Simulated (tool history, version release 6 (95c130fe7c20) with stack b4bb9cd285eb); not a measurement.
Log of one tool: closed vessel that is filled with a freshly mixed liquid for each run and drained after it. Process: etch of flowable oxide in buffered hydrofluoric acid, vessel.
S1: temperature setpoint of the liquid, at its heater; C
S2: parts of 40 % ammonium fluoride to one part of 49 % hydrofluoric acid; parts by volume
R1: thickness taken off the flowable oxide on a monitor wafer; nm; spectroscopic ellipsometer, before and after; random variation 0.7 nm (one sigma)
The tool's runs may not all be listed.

Run 1, day 0.000: S1 20.0 C, S2 15.0 parts by volume, time in the liquid (s) 90. Result: R1 134.620 nm.
Run 2, day 0.183: S1 19.5 C, S2 16.0 parts by volume, time in the liquid (s) 90. Result: R1 123.090 nm.
Run 3, day 0.392: S1 19.0 C, S2 17.0 parts by volume, time in the liquid (s) 90. Result: R1 112.620 nm.
Run 4, day 0.546: S1 18.5 C, S2 17.5 parts by volume, time in the liquid (s) 90. Result: R1 106.630 nm.
Run 5, day 0.742: S1 18.0 C, S2 18.0 parts by volume, time in the liquid (s) 90. Result: R1 100.590 nm.
Run 6, day 0.912: S1 18.0 C, S2 18.5 parts by volume, time in the liquid (s) 90. Result: R1 97.304 nm.
Run 7, day 1.029: S1 18.0 C, S2 19.0 parts by volume, time in the liquid (s) 90. Result: R1 94.706 nm.
Run 8, day 1.283: S1 18.0 C, S2 19.5 parts by volume, time in the liquid (s) 90. Result: R1 92.391 nm.

Run 9 comes next. What will it give?
Run 9, day 1.596: S1 17.5 C, S2 20.0 parts by volume, time in the liquid (s) 90. Result: R1 ?.

Run 9 gave R1 89.320 nm.

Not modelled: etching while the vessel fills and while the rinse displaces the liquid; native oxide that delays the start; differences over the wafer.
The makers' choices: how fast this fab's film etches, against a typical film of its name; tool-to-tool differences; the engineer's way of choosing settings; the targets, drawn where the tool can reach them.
